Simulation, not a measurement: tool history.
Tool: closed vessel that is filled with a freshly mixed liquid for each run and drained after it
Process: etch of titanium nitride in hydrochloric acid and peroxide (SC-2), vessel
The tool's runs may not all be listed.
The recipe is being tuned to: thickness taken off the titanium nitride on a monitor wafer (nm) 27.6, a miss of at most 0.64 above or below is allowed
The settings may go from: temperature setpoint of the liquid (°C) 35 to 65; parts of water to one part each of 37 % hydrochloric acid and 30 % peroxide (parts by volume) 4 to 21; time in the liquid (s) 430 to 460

| run | hour | temperature setpoint of the liquid (°C) | parts of water to one part each of 37 % hydrochloric acid and 30 % peroxide (parts by volume) | time in the liquid (s) | thickness taken off the titanium nitride on a monitor wafer (nm) |
|---|---|---|---|---|---|
| 1 | 0 | 49 | 11.5 | 430 | 10.835 |
| 2 | 3.5 | 49 | 11.5 | 430 | 10.849 |
| 3 | 11.5 | 52.5 | 11.5 | 430 | 13.715 |
| 4 | 18.4 | 52.5 | 11.5 | 460 | 14.681 |
| 5 | 27.1 | 52.5 | 11.5 | 430 | 13.897 |
| 6 | 34.5 | 46 | 11.5 | 430 | 9.0451 |
| 7 | 39.4 | 50 | 11.5 | 430 | 11.703 |
| 8 | 47.2 | 58 | 11.5 | 430 | 19.659 |
| 9 | 55.8 | 59 | 11.5 | 430 | 21.226 |

5 candidate next runs follow, results not yet known. Just one meets every target within its allowed miss. Identify it.
| A | 64.4 | 61 | 10.5 | 460 | ? |
| B | 64.4 | 62 | 11.5 | 440 | ? |
| C | 64.4 | 60 | 10.5 | 460 | ? |
| D | 64.4 | 58 | 14 | 430 | ? |
| E | 64.4 | 62 | 17 | 450 | ? |

| move | thickness taken off the titanium nitride on a monitor wafer (nm) |
|---|---|
| A | 27.198 |
| B | 25.634 |
| C | 25.549 |
| D | 16.446 |
| E | 18.627 |
A: hits every target within its allowed miss
B: an improvement on the last run, though not all results are within tolerance
C: an improvement on the last run, though not all results are within tolerance
D: lands further from the targets than the last run did
E: lands further from the targets than the last run did
The right move is A.
